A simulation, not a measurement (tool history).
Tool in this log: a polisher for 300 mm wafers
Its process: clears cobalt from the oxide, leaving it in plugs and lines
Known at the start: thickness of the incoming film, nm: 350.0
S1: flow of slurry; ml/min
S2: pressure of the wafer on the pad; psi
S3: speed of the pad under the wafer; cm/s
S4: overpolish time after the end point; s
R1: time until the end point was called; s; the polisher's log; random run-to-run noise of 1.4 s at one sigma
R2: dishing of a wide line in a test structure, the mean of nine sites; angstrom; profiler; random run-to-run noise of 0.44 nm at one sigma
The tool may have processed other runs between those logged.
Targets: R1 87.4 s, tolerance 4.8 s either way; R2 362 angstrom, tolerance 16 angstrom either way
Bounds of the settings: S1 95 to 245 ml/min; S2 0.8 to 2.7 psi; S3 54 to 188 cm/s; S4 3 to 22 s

Run 1, hour 0: S1 155 ml/min, S2 1.7 psi, S3 120 cm/s, S4 11 s. Result: R1 59.393 s, R2 418.69 angstrom.
Run 2, hour 3.8: S1 155 ml/min, S2 1.7 psi, S3 120 cm/s, S4 6 s. Result: R1 57.929 s, R2 274.77 angstrom.
Run 3, hour 5.3: S1 155 ml/min, S2 1.4 psi, S3 120 cm/s, S4 6 s. Result: R1 71.416 s, R2 235.16 angstrom.
Run 4, hour 12: S1 120 ml/min, S2 1.4 psi, S3 120 cm/s, S4 6 s. Result: R1 73.885 s, R2 231.84 angstrom.
Run 5, hour 19.2: S1 95 ml/min, S2 1.4 psi, S3 120 cm/s, S4 6 s. Result: R1 76.225 s, R2 222.12 angstrom.
Run 6, hour 23: S1 95 ml/min, S2 1.4 psi, S3 148 cm/s, S4 6 s. Result: R1 64.077 s, R2 261.64 angstrom.
Run 7, hour 26: S1 95 ml/min, S2 1.3 psi, S3 148 cm/s, S4 7 s. Result: R1 68.128 s, R2 281.32 angstrom.
Run 8, hour 33.9: S1 95 ml/min, S2 1.2 psi, S3 150 cm/s, S4 8 s. Result: R1 75.026 s, R2 299.7 angstrom.
Run 9, hour 34.9: S1 95 ml/min, S2 1.2 psi, S3 152 cm/s, S4 8 s. Result: R1 72.338 s, R2 292.29 angstrom.
Run 10, hour 37.8: S1 95 ml/min, S2 1.2 psi, S3 154 cm/s, S4 9 s. Result: R1 69.648 s, R2 330.81 angstrom.
Run 11, hour 39.8: S1 95 ml/min, S2 1.2 psi, S3 154 cm/s, S4 9 s. Result: R1 71.97 s, R2 319.83 angstrom.
Run 12, hour 41: S1 95 ml/min, S2 0.8 psi, S3 152 cm/s, S4 14 s. Result: R1 105.33 s, R2 338.63 angstrom.
Run 13, hour 42.1: S1 100 ml/min, S2 0.8 psi, S3 152 cm/s, S4 14 s. Result: R1 101.6 s, R2 332.62 angstrom.
Run 14, hour 44: S1 105 ml/min, S2 0.8 psi, S3 152 cm/s, S4 14 s. Result: R1 101.26 s, R2 335.04 angstrom.
Run 15, hour 47.6: S1 105 ml/min, S2 0.8 psi, S3 152 cm/s, S4 14 s. Result: R1 105.58 s, R2 342.97 angstrom.

4 next moves are on the table. One of them brings every result within its allowed miss. Which?
Run A, hour 51.2: S1 95 ml/min, S2 1 psi, S3 144 cm/s, S4 13 s. Result: R1 ?, R2 ?.
Run B, hour 51.2: S1 130 ml/min, S2 0.8 psi, S3 126 cm/s, S4 17 s. Result: R1 ?, R2 ?.
Run C, hour 51.2: S1 125 ml/min, S2 0.8 psi, S3 120 cm/s, S4 16 s. Result: R1 ?, R2 ?.
Run D, hour 51.2: S1 95 ml/min, S2 0.8 psi, S3 140 cm/s, S4 15 s. Result: R1 ?, R2 ?.

move      R1      R2
   A  91.569  358.35
   B  121.25  356.33
   C  127.74  329.65
   D   116.1  336.51
A: in spec on every target
B: its largest miss is bigger than the last run's
C: its largest miss is bigger than the last run's
D: its largest miss is bigger than the last run's
The right move is A.
